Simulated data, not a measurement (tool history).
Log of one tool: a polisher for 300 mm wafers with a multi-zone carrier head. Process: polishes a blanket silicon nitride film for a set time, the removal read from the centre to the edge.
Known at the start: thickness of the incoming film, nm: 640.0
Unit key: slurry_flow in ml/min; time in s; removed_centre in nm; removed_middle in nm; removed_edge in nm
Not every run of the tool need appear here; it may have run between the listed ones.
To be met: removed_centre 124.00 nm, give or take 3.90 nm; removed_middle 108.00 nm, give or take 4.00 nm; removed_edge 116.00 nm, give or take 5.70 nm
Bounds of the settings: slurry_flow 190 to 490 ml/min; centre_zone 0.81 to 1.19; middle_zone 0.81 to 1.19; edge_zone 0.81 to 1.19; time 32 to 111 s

| run | hour | slurry_flow | centre_zone | middle_zone | edge_zone | time | removed_centre | removed_middle | removed_edge |
|---|---|---|---|---|---|---|---|---|---|
| 1 | 0.0 | 315 | 1.00 | 1.00 | 1.00 | 71 | 177.40 | 180.23 | 178.96 |
| 2 | 8.0 | 315 | 1.00 | 1.04 | 1.00 | 71 | 178.85 | 181.94 | 181.58 |
| 3 | 15.1 | 315 | 1.00 | 1.04 | 0.93 | 71 | 179.11 | 185.35 | 174.03 |
| 4 | 22.7 | 365 | 1.00 | 1.04 | 0.93 | 71 | 182.62 | 183.68 | 176.31 |
| 5 | 23.4 | 365 | 1.00 | 1.04 | 0.93 | 55 | 139.53 | 144.96 | 134.95 |
| 6 | 25.7 | 370 | 1.01 | 1.01 | 0.94 | 53 | 135.59 | 133.61 | 134.79 |
| 7 | 27.7 | 370 | 1.02 | 1.00 | 0.92 | 52 | 131.97 | 131.71 | 128.04 |
| 8 | 31.3 | 375 | 1.03 | 0.98 | 0.91 | 52 | 134.68 | 128.62 | 126.56 |
| 9 | 32.0 | 375 | 1.03 | 0.96 | 0.90 | 52 | 134.93 | 126.58 | 126.36 |
| 10 | 37.0 | 375 | 1.03 | 0.94 | 0.89 | 51 | 133.31 | 125.38 | 127.71 |
| 11 | 42.5 | 375 | 1.04 | 0.93 | 0.89 | 50 | 131.87 | 120.80 | 119.27 |
| 12 | 44.8 | 380 | 1.04 | 0.92 | 0.89 | 50 | 131.67 | 121.51 | 121.09 |
| 13 | 46.3 | 380 | 1.04 | 0.92 | 0.89 | 50 | 131.36 | 122.74 | 119.38 |
| 14 | 47.3 | 380 | 1.05 | 0.91 | 0.92 | 49 | 132.28 | 116.56 | 120.85 |
| 15 | 49.6 | 380 | 1.05 | 0.90 | 0.92 | 49 | 132.25 | 115.45 | 119.93 |
| 16 | 50.5 | 380 | 1.05 | 0.90 | 0.92 | 49 | 129.68 | 115.61 | 118.58 |
| 17 | 58.9 | 380 | 1.05 | 0.90 | 0.92 | 49 | 130.26 | 114.96 | 122.61 |
| 18 | 62.4 | 380 | 1.05 | 0.89 | 0.92 | 49 | 129.26 | 117.03 | 121.63 |
| 19 | 69.7 | 380 | 1.05 | 0.88 | 0.92 | 49 | 131.70 | 113.62 | 119.43 |
| 20 | 71.3 | 380 | 1.04 | 0.87 | 0.92 | 49 | 131.72 | 112.19 | 122.39 |

Below are 4 possible settings for the next run. Only one of them brings all results inside the allowed miss of their targets. Which is it?
| A | 72.9 | 385 | 0.97 | 0.98 | 0.88 | 49 | ? | ? | ? |
| B | 72.9 | 390 | 1.03 | 0.86 | 0.90 | 47 | ? | ? | ? |
| C | 72.9 | 435 | 1.03 | 0.81 | 1.02 | 52 | ? | ? | ? |
| D | 72.9 | 340 | 1.04 | 1.02 | 0.89 | 47 | ? | ? | ? |

| move | removed_centre | removed_middle | removed_edge |
|---|---|---|---|
| A | 122.37 | 123.54 | 119.18 |
| B | 124.74 | 108.33 | 115.75 |
| C | 139.20 | 116.03 | 136.80 |
| D | 124.50 | 120.60 | 113.93 |
A: gets the furthest-off result to its target, but another result is out of tolerance
B: every result within its allowed miss
C: the biggest miss grows against the last run
D: gets the furthest-off result to its target, but another result is out of tolerance
B meets every target.
